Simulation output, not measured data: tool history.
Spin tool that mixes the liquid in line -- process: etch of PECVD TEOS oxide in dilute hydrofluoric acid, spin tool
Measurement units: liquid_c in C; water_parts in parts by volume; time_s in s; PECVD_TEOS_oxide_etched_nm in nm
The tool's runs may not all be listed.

run  hour  liquid_c  water_parts  time_s  PECVD_TEOS_oxide_etched_nm
  1   0.0      25.0          245     275                     11.6770
  2   0.7      26.0          245     275                     12.0560
  3   7.0      26.0          245     275                     12.0220
  4  14.4      26.0          315     275                      8.7003
  5  18.0      26.0          360     275                      7.2473
  6  26.6      27.5          335     275                      8.4040

The next listed run, before its measurement:
  7  33.6      29.0          315     275                           ?

{"run 7": {"PECVD_TEOS_oxide_etched_nm": 9.5834}}
